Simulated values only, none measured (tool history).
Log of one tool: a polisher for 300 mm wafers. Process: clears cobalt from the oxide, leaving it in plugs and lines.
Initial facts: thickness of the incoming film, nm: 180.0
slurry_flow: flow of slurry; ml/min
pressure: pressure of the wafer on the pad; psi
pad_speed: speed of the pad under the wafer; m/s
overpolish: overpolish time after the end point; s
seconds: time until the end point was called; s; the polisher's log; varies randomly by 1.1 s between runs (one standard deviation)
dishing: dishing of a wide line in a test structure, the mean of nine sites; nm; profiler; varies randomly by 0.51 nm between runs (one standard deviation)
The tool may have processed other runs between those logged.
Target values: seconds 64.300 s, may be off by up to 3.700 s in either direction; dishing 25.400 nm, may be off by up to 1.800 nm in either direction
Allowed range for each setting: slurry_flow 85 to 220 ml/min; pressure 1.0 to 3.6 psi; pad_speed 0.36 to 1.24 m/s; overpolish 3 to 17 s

{"run": 1, "hour": 0.0, "slurry_flow": 140, "pressure": 2.3, "pad_speed": 0.8, "overpolish": 9, "seconds": 38.535, "dishing": 27.132}
{"run": 2, "hour": 1.1, "slurry_flow": 140, "pressure": 2.0, "pad_speed": 0.8, "overpolish": 10, "seconds": 44.459, "dishing": 25.751}
{"run": 3, "hour": 5.7, "slurry_flow": 140, "pressure": 1.8, "pad_speed": 0.8, "overpolish": 11, "seconds": 48.67, "dishing": 24.586}
{"run": 4, "hour": 8.3, "slurry_flow": 165, "pressure": 1.8, "pad_speed": 0.8, "overpolish": 11, "seconds": 47.941, "dishing": 25.747}
{"run": 5, "hour": 9.9, "slurry_flow": 130, "pressure": 1.8, "pad_speed": 0.8, "overpolish": 11, "seconds": 49.254, "dishing": 24.579}
{"run": 6, "hour": 18.0, "slurry_flow": 105, "pressure": 1.8, "pad_speed": 0.8, "overpolish": 11, "seconds": 51.736, "dishing": 25.152}
{"run": 7, "hour": 21.5, "slurry_flow": 105, "pressure": 1.7, "pad_speed": 0.8, "overpolish": 12, "seconds": 56.599, "dishing": 25.338}
{"run": 8, "hour": 30.1, "slurry_flow": 100, "pressure": 1.6, "pad_speed": 0.8, "overpolish": 13, "seconds": 57.061, "dishing": 25.741}

Of the 5 settings listed for the next run, only one would bring every result within its allowed miss of target. Which one?
{"run": "A", "hour": 38.7, "slurry_flow": 85, "pressure": 1.2, "pad_speed": 0.82, "overpolish": 12, "seconds": "?", "dishing": "?"}
{"run": "B", "hour": 38.7, "slurry_flow": 85, "pressure": 1.0, "pad_speed": 1.06, "overpolish": 13, "seconds": "?", "dishing": "?"}
{"run": "C", "hour": 38.7, "slurry_flow": 105, "pressure": 1.5, "pad_speed": 0.76, "overpolish": 10, "seconds": "?", "dishing": "?"}
{"run": "D", "hour": 38.7, "slurry_flow": 170, "pressure": 1.2, "pad_speed": 0.72, "overpolish": 14, "seconds": "?", "dishing": "?"}
{"run": "E", "hour": 38.7, "slurry_flow": 85, "pressure": 1.4, "pad_speed": 0.84, "overpolish": 14, "seconds": "?", "dishing": "?"}

move=A seconds=76.743 dishing=20.426
move=B seconds=71.673 dishing=22.639
move=C seconds=63.926 dishing=20.408
move=D seconds=76.862 dishing=22.748
move=E seconds=64.847 dishing=25.335
A: pushes the last run's worst result past its target
B: pushes the last run's worst result past its target
C: puts the biggest miss on target and leaves a different result outside tolerance
D: pushes the last run's worst result past its target
E: each result inside its tolerance
The move that meets every target is E.
